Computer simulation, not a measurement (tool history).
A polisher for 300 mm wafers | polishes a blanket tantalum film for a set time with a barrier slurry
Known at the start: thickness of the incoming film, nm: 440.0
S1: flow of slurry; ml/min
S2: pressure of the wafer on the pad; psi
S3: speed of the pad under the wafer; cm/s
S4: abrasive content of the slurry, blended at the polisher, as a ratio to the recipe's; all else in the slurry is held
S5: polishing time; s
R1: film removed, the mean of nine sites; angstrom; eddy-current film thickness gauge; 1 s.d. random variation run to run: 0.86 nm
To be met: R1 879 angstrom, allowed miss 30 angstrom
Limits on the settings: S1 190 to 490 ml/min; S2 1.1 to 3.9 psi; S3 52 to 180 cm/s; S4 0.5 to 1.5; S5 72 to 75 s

run    day   S1   S2   S3  S4  S5      R1
  1      0  315  2.5  116   1  72  1683.6
  2  0.246  315  2.5  136   1  72  1916.3
  3  0.329  360  2.5  136   1  72  1980.6
  4  0.404  400  2.5  136   1  72  1972.5
  5  0.521  400  2.1  128   1  72  1607.5
  6  0.762  400  2.1  128   1  75  1676.5
  7  0.883  400  1.8  120   1  75  1408.2
  8    1.2  400  1.6  114   1  75  1236.2
  9  1.262  400  1.5  110   1  75    1129
 10  1.421  400  1.1  100   1  75  833.07
 11  1.542  405  1.1  100   1  75   819.9
     1.592  -- slurry nozzle cleaned
 12  1.592  410  1.2  100   1  75  919.57

Below are 4 possible settings for the next run. Only one of them brings all results inside the allowed miss of their targets. Which is it?
  A  1.642  430  1.4   84   1.1  72   ?
  B  1.642  410  1.5   90  1.05  72   ?
  C  1.642  370  1.2  106  0.95  75   ?
  D  1.642  370  1.4  104   0.8  73   ?

move      R1
   A   884.8
   B  974.15
   C  959.47
   D  989.54
A: each result inside its tolerance
B: lands further from the targets than the last run did
C: lands further from the targets than the last run did
D: lands further from the targets than the last run did
Move A is the one to make.
